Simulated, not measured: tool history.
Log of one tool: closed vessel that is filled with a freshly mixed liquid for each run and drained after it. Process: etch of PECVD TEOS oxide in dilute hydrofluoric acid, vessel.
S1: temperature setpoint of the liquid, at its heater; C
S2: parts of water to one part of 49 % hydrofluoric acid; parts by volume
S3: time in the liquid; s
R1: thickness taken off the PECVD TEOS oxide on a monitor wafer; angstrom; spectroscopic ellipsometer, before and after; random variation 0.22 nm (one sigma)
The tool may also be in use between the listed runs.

{"run": 1, "hour": 0.0, "S1": 24, "S2": 150, "S3": 110, "R1": 119.23}
{"run": 2, "hour": 8.6, "S1": 26, "S2": 135, "S3": 110, "R1": 145.37}
{"run": 3, "hour": 9.5, "S1": 27.5, "S2": 120, "S3": 110, "R1": 178.56}
{"run": 4, "hour": 15.2, "S1": 26, "S2": 120, "S3": 110, "R1": 166.62}
{"run": 5, "hour": 20.5, "S1": 27.5, "S2": 115, "S3": 110, "R1": 185.83}
{"run": 6, "hour": 23.3, "S1": 28.5, "S2": 110, "S3": 110, "R1": 203.86}

Run 7 comes next. What will it give?
{"run": 7, "hour": 31.5, "S1": 29.5, "S2": 105, "S3": 110, "R1": "?"}

{"run 7": {"R1": 221.41}}

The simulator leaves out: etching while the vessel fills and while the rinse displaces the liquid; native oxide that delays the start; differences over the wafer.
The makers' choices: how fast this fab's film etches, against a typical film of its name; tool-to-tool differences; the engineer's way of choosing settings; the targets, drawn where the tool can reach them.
